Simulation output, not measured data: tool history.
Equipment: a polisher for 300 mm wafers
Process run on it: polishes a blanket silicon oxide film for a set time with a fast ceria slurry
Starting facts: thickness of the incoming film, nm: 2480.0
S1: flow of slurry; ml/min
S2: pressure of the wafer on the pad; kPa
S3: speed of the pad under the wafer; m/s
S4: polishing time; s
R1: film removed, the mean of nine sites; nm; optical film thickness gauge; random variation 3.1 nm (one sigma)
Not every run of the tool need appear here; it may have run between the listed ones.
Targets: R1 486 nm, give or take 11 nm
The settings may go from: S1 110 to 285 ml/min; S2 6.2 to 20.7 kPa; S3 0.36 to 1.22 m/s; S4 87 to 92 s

run  hour   S1    S2    S3  S4      R1
  1     0  180  13.1  0.78  87  731.47
  2   0.9  180  13.1  0.88  87  822.62
  3   1.7  180  13.1  0.88  87  824.17
  4   9.9  180  13.1  0.76  87  720.12
  5  16.8  180  10.3  0.76  87  575.46
  6  23.2  180  10.3  0.76  92  605.96
  7  27.7  175  10.3  0.76  92  602.62
  8  29.2  170  10.3  0.76  92  606.49
  9  30.8  170   9.7  0.76  92  557.72
 10  35.4  165   9.7  0.76  92  563.58
 11  41.8  160   9.7  0.76  92  558.57
 12  45.1  155   9.7  0.76  92  552.17
 13  50.4  150   9.7  0.76  92  552.64
 14  52.2  145   9.7  0.76  92   540.3
 15  54.1  140   9.7  0.76  92  541.52
 16  55.7  135   9.7  0.76  92  540.31

Consider the 5 candidate settings below. Which is the only one whose results all fall within their allowed miss of target?
  A  57.3  135   7.6   0.9  89   ?
  B  57.3  175  10.3  0.78  92   ?
  C  57.3  170   8.3  0.96  87   ?
  D  57.3  190   6.9  0.84  91   ?
  E  57.3  145  10.3  0.76  92   ?

move      R1
   A  489.02
   B  615.71
   C   576.7
   D  456.68
   E  579.92
A: all results in spec
B: moves away from the targets compared with the last run
C: moves away from the targets compared with the last run
D: pushes the last run's worst result past its target
E: moves away from the targets compared with the last run
A meets every target.

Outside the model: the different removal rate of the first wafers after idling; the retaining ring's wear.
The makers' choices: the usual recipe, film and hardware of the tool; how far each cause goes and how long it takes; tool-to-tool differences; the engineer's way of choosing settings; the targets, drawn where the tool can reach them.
